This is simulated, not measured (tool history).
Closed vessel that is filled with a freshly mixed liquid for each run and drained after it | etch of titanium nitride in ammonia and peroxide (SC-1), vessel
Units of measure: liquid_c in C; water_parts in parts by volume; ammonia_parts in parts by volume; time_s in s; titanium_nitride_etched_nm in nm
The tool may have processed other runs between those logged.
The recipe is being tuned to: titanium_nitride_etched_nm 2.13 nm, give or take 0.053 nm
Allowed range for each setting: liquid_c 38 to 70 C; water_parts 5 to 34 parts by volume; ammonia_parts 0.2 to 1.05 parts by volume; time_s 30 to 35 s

| run | hour | liquid_c | water_parts | ammonia_parts | time_s | titanium_nitride_etched_nm |
|---|---|---|---|---|---|---|
| 1 | 0 | 54 | 19 | 0.55 | 35 | 1.7214 |
| 2 | 6.8 | 54 | 21.5 | 0.55 | 35 | 1.633 |
| 3 | 15.6 | 54 | 25 | 0.55 | 35 | 1.4981 |
| 4 | 16.6 | 56 | 25 | 0.55 | 35 | 1.7006 |
| 5 | 24 | 56 | 25 | 0.55 | 30 | 1.4689 |
| 6 | 29.2 | 56 | 19.5 | 0.55 | 30 | 1.6942 |
| 7 | 30.3 | 57.5 | 19.5 | 0.55 | 30 | 1.8758 |
| 8 | 36.7 | 58.5 | 19.5 | 0.55 | 30 | 1.9813 |
| 9 | 38.7 | 59 | 19.5 | 0.55 | 30 | 2.0569 |

Consider the 5 candidate settings below. Which is the only one whose results all fall within their allowed miss of target?
| A | 40.7 | 56 | 18 | 0.5 | 35 | ? |
| B | 40.7 | 57.5 | 16.5 | 0.55 | 30 | ? |
| C | 40.7 | 59 | 22 | 0.55 | 35 | ? |
| D | 40.7 | 57.5 | 19.5 | 0.5 | 35 | ? |
| E | 40.7 | 58 | 19 | 0.65 | 30 | ? |

| move | titanium_nitride_etched_nm |
|---|---|
| A | 2.0165 |
| B | 2.0399 |
| C | 2.2408 |
| D | 2.1323 |
| E | 2.0114 |
A: lands further from the targets than the last run did
B: lands further from the targets than the last run did
C: takes the result that was furthest off past its target
D: all results in spec
E: lands further from the targets than the last run did
Move D is the one to make.
